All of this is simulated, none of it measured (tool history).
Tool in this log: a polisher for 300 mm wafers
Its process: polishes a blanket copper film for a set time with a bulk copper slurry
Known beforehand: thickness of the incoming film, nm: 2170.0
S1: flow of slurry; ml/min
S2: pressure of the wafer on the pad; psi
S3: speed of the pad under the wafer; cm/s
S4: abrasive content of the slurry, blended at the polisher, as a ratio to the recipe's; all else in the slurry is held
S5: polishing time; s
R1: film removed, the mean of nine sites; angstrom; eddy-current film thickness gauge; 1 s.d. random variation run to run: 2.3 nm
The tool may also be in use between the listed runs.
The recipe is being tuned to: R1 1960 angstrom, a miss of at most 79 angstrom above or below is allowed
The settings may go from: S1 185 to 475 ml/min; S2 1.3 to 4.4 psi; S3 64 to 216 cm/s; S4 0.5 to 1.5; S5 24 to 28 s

run 1 hour=0 | S1=305 S2=2.8 S3=140 S4=1 S5=28 | R1=3310.3
run 2 hour=2.9 | S1=305 S2=2.4 S3=138 S4=1 S5=28 | R1=2801.7
run 3 hour=5.1 | S1=305 S2=2.1 S3=138 S4=1 S5=28 | R1=2454
run 4 hour=11 | S1=305 S2=2.1 S3=138 S4=1 S5=28 | R1=2487
run 5 hour=15.7 | S1=305 S2=2.4 S3=138 S4=1 S5=28 | R1=2820.3
run 6 hour=21.4 | S1=305 S2=2.1 S3=138 S4=1 S5=28 | R1=2494.5
run 7 hour=24.6 | S1=305 S2=1.9 S3=138 S4=1 S5=28 | R1=2220.1
run 8 hour=26.5 | S1=305 S2=1.8 S3=138 S4=1 S5=28 | R1=2161.2
run 9 hour=31.8 | S1=305 S2=1.5 S3=138 S4=1 S5=28 | R1=1795.4

Exercise: of the 5 proposed moves below, exactly one satisfies all targets within the stated allowed misses. Which move is it?
run A hour=37.1 | S1=260 S2=1.8 S3=118 S4=0.95 S5=27 | R1=?
run B hour=37.1 | S1=255 S2=2.1 S3=108 S4=1 S5=24 | R1=?
run C hour=37.1 | S1=300 S2=1.8 S3=142 S4=0.9 S5=28 | R1=?
run D hour=37.1 | S1=325 S2=1.5 S3=144 S4=1.2 S5=28 | R1=?
run E hour=37.1 | S1=260 S2=1.5 S3=164 S4=1.1 S5=28 | R1=?

move=A R1=1780.7
move=B R1=1697.6
move=C R1=2217.9
move=D R1=2025.7
move=E R1=2205.8
A: lands further from the targets than the last run did
B: lands further from the targets than the last run did
C: the result that was furthest off in the last run now lies on the other side of its target
D: hits every target within its allowed miss
E: the result that was furthest off in the last run now lies on the other side of its target
So the answer is move D, the one that meets all the targets.

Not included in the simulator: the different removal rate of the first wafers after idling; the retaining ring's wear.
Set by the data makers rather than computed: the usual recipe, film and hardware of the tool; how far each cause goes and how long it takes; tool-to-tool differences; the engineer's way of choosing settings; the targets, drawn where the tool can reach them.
